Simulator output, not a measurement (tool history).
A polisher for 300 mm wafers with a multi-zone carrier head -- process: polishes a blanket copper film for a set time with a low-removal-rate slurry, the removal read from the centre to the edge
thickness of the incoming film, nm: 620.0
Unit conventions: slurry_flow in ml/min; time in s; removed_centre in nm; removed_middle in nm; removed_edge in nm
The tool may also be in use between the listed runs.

run,hour,slurry_flow,centre_zone,middle_zone,edge_zone,slurry_solids,time,removed_centre,removed_middle,removed_edge
1,0.0,305,1.00,1.00,1.00,1.00,51,114.660,122.800,119.080
2,0.5,305,1.00,1.00,1.00,1.00,38,84.765,90.558,89.829
3,4.2,305,1.00,1.00,1.00,0.95,38,83.274,89.928,90.000
4,5.5,375,1.00,1.00,1.00,0.95,38,85.206,90.193,91.141
5,14.4,380,1.04,0.99,1.01,1.00,38,87.538,92.327,91.862
6,16.4,380,1.10,0.99,1.01,1.00,38,94.054,90.970,91.993
7,17.0,380,1.12,0.96,1.00,1.05,39,99.018,93.115,96.974
8,22.2,370,1.13,0.94,0.96,1.05,40,102.180,91.980,95.427

Forecast run 9:
9,26.9,370,1.14,0.93,0.95,1.10,40,?,?,?

removed_centre: 101.020 nm
removed_middle: 92.776 nm
removed_edge: 95.723 nm

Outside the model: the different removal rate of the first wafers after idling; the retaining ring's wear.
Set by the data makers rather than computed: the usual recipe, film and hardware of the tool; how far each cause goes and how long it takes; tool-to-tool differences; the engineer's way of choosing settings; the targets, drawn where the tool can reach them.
